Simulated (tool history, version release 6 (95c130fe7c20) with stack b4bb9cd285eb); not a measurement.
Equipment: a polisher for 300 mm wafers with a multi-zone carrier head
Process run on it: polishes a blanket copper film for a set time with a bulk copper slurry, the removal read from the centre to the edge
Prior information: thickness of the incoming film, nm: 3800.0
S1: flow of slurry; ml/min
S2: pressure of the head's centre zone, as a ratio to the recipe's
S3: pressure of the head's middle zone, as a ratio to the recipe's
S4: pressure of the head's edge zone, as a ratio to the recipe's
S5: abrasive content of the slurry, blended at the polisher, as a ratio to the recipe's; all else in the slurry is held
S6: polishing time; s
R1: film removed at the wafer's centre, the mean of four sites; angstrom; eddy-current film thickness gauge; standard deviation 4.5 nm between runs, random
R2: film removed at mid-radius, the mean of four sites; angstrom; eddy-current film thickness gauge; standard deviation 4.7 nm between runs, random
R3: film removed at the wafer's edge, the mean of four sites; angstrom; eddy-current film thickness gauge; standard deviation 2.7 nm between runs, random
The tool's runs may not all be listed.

run	hour	S1	S2	S3	S4	S5	S6	R1	R2	R3
1	0.0	295	1.00	1.00	1.00	1.00	52	4020.9	4132.4	4224.3
2	7.0	295	0.99	1.01	0.98	0.95	52	3953.1	4186.6	4083.3
3	14.5	295	0.98	1.00	0.97	0.90	52	3764.0	4055.3	4091.0
4	20.0	295	0.98	1.00	1.03	0.90	52	3862.4	4182.3	4127.4
5	26.3	295	0.98	1.00	1.03	1.00	52	3981.4	4167.8	4304.2
6	27.5	295	0.98	1.00	1.01	0.95	52	3930.4	4148.5	4155.9
7	29.8	295	0.98	1.00	1.00	0.90	52	3895.7	4211.3	4081.0
8	36.4	295	0.97	0.99	0.99	0.85	52	3883.4	3984.9	3993.8

For run 9, what comes out?
9	40.0	290	0.95	1.00	0.98	0.80	52	?	?	?

Logged for run 9: R1 3579.1 angstrom, R2 4002.4 angstrom, R3 3959.2 angstrom.
